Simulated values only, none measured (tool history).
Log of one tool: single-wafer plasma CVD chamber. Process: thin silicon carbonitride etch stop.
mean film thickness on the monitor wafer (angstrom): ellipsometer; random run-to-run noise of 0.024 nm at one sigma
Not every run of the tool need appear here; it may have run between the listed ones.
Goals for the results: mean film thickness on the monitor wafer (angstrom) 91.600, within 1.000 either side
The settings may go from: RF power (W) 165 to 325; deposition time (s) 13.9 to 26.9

run	hour	RF power (W)	deposition time (s)	mean film thickness on the monitor wafer (angstrom)
1	0.0	245	20.4	119.740
2	5.5	275	20.4	123.750
3	11.3	275	18.3	110.940
4	11.9	275	20.7	125.520
5	17.4	255	19.8	117.370
6	23.0	255	17.0	101.050
7	24.4	215	16.7	94.733
8	30.7	210	16.7	94.054
9	39.6	205	16.7	93.084

Consider the 4 candidate settings below. Which is the only one whose results all fall within their allowed miss of target?
A	48.5	200	16.9	?
B	48.5	215	15.7	?
C	48.5	165	17.4	?
D	48.5	205	16.8	?

move	mean film thickness on the monitor wafer (angstrom)
A	93.391
B	88.525
C	91.186
D	93.478
A: its largest miss is bigger than the last run's
B: moves the result that the last run missed by most past its target, out the other side
C: all results in spec
D: its largest miss is bigger than the last run's
C is the move that brings every result within its allowed miss.
